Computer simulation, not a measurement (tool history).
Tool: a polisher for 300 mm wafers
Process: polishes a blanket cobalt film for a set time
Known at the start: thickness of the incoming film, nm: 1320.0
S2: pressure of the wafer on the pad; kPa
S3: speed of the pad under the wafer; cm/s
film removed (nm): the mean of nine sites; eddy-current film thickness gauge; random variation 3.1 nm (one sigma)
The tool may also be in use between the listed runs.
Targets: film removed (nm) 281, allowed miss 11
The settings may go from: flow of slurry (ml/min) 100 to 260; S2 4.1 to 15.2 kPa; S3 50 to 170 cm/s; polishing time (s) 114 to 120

Run 1, hour 0: flow of slurry (ml/min) 165, S2 9.7 kPa, S3 110 cm/s, polishing time (s) 114. Result: film removed (nm) 404.06.
Run 2, hour 3.7: flow of slurry (ml/min) 130, S2 9.7 kPa, S3 110 cm/s, polishing time (s) 114. Result: film removed (nm) 378.71.
Run 3, hour 8.1: flow of slurry (ml/min) 130, S2 11.7 kPa, S3 110 cm/s, polishing time (s) 114. Result: film removed (nm) 444.29.
Run 4, hour 15: flow of slurry (ml/min) 130, S2 13.8 kPa, S3 110 cm/s, polishing time (s) 114. Result: film removed (nm) 496.27.
Run 5, hour 15.7: flow of slurry (ml/min) 130, S2 11.7 kPa, S3 110 cm/s, polishing time (s) 114. Result: film removed (nm) 443.67.
Run 6, hour 24.5: flow of slurry (ml/min) 130, S2 11.7 kPa, S3 122 cm/s, polishing time (s) 114. Result: film removed (nm) 493.22.
Run 7, hour 31.7: flow of slurry (ml/min) 125, S2 10.3 kPa, S3 120 cm/s, polishing time (s) 114. Result: film removed (nm) 428.83.
Run 8, hour 32.7: flow of slurry (ml/min) 120, S2 9 kPa, S3 118 cm/s, polishing time (s) 114. Result: film removed (nm) 383.64.

Which of these 5 next moves meets every target?
Run A, hour 33.7: flow of slurry (ml/min) 110, S2 6.9 kPa, S3 146 cm/s, polishing time (s) 120. Result: film removed (nm) ?.
Run B, hour 33.7: flow of slurry (ml/min) 100, S2 6.2 kPa, S3 98 cm/s, polishing time (s) 114. Result: film removed (nm) ?.
Run C, hour 33.7: flow of slurry (ml/min) 130, S2 10.3 kPa, S3 120 cm/s, polishing time (s) 116. Result: film removed (nm) ?.
Run D, hour 33.7: flow of slurry (ml/min) 145, S2 9.7 kPa, S3 144 cm/s, polishing time (s) 120. Result: film removed (nm) ?.
Run E, hour 33.7: flow of slurry (ml/min) 105, S2 8.3 kPa, S3 90 cm/s, polishing time (s) 119. Result: film removed (nm) ?.

move  film removed (nm)
   A             412.84
   B             244.77
   C             448.32
   D             535.94
   E             286.57
A: further off than the last run
B: takes the result that was furthest off past its target
C: further off than the last run
D: further off than the last run
E: meets every target
Answer: E
